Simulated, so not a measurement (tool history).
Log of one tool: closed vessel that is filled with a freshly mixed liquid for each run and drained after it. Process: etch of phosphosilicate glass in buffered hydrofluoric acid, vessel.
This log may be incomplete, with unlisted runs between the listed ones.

| run | day | temperature setpoint of the liquid (C) | parts of 40 % ammonium fluoride to one part of 49 % hydrofluoric acid (parts by volume) | time in the liquid (s) | thickness taken off the phosphosilicate glass on a monitor wafer (angstrom) |
|---|---|---|---|---|---|
| 1 | 0.000 | 24.0 | 22.0 | 90 | 1385.3 |
| 2 | 0.304 | 26.5 | 22.0 | 90 | 1592.4 |
| 3 | 0.421 | 26.5 | 22.0 | 90 | 1595.8 |
| 4 | 0.729 | 24.0 | 22.5 | 90 | 1367.0 |
| 5 | 0.875 | 22.5 | 22.5 | 90 | 1268.6 |
| 6 | 1.192 | 22.5 | 22.5 | 90 | 1258.0 |

Expected results for the next run?
| 7 | 1.283 | 21.0 | 22.5 | 90 | ? |

For run 7 the tool returned thickness taken off the phosphosilicate glass on a monitor wafer (angstrom) 1159.4.
